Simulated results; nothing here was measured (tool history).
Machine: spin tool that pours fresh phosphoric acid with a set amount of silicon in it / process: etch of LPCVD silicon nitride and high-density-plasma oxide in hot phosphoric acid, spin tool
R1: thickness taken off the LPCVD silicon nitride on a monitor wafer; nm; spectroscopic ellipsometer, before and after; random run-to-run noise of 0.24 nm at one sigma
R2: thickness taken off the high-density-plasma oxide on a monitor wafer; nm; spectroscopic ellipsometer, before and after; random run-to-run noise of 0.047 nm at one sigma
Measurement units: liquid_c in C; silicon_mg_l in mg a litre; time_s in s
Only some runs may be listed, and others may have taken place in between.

run 1 day=0 | liquid_c=163 silicon_mg_l=19 time_s=180 | R1=19.278 R2=0.62715
run 2 day=0.162 | liquid_c=161.5 silicon_mg_l=19 time_s=180 | R1=18.052 R2=0.60021
run 3 day=0.371 | liquid_c=163 silicon_mg_l=14 time_s=195 | R1=20.839 R2=0.82539
run 4 day=0.517 | liquid_c=163 silicon_mg_l=5.5 time_s=195 | R1=20.584 R2=0.98074
run 5 day=0.7 | liquid_c=163 silicon_mg_l=0.5 time_s=195 | R1=20.669 R2=1.0724
run 6 day=0.95 | liquid_c=163 silicon_mg_l=0.5 time_s=145 | R1=15.382 R2=0.79118
run 7 day=1.175 | liquid_c=164 silicon_mg_l=2.5 time_s=175 | R1=19.049 R2=1.0047
run 8 day=1.467 | liquid_c=165 silicon_mg_l=5 time_s=195 | R1=22.262 R2=1.1443
run 9 day=1.808 | liquid_c=165.5 silicon_mg_l=6.5 time_s=205 | R1=23.636 R2=1.2242

Run 10, settings as shown, results not yet in. Your forecast:
run 10 day=2.088 | liquid_c=166 silicon_mg_l=8 time_s=215 | R1=? R2=?

R1: 25.131 nm
R2: 1.274 nm
